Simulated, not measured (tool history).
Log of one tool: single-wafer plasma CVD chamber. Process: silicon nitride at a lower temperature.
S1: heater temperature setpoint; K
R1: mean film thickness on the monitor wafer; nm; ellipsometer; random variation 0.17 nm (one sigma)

Run 1, day 0.000: S1 603.15 K, chamber pressure (mTorr) 1350, RF power (kW) 0.360, deposition time (s) 44.8. Result: R1 68.738 nm.
Run 2, day 0.171: S1 603.15 K, chamber pressure (mTorr) 1300, RF power (kW) 0.355, deposition time (s) 44.8. Result: R1 67.622 nm.
Run 3, day 0.229: S1 603.15 K, chamber pressure (mTorr) 1410, RF power (kW) 0.355, deposition time (s) 44.8. Result: R1 69.169 nm.
Run 4, day 0.417: S1 603.15 K, chamber pressure (mTorr) 1360, RF power (kW) 0.350, deposition time (s) 44.8. Result: R1 67.809 nm.
Run 5, day 0.654: S1 603.15 K, chamber pressure (mTorr) 1360, RF power (kW) 0.395, deposition time (s) 44.8. Result: R1 71.784 nm.
Run 6, day 0.846: S1 607.15 K, chamber pressure (mTorr) 1360, RF power (kW) 0.395, deposition time (s) 44.8. Result: R1 71.191 nm.

Run 7 comes next. What will it give?
Run 7, day 0.892: S1 607.15 K, chamber pressure (mTorr) 1290, RF power (kW) 0.385, deposition time (s) 44.8. Result: R1 ?.

R1: 70.047 nm
